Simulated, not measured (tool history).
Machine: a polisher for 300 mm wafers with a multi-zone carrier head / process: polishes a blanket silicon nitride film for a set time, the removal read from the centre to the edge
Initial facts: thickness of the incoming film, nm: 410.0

run	hour	flow of slurry (ml/min)	pressure of the head's centre zone	pressure of the head's middle zone	pressure of the head's edge zone	polishing time (s)	film removed at the wafer's centre (nm)	film removed at mid-radius (nm)	film removed at the wafer's edge (nm)
1	0	290	1	1	1	74	124.38	128.91	135.68
2	4.3	300	1.04	1.01	0.99	75	131.69	132.94	138.68
3	5.2	300	1.04	1.07	0.99	75	131.72	136.66	137.48
4	6.5	300	1.12	1.07	0.99	75	139.12	139.95	133.17
5	11.8	310	1.14	1.04	0.97	76	145.85	140.07	138.12
6	18.7	310	1.14	1.04	1.05	76	146.1	137.43	137.98
7	27.5	335	1.15	1.04	1.04	76	145.63	137.53	140.77
8	36.1	310	1.16	1.03	1.03	77	146.75	141.99	142.76

What will run 9 give?
9	40	390	1.19	1.04	0.93	79	?	?	?

film removed at the wafer's centre (nm): 157.97
film removed at mid-radius (nm): 144.43
film removed at the wafer's edge (nm): 141.78
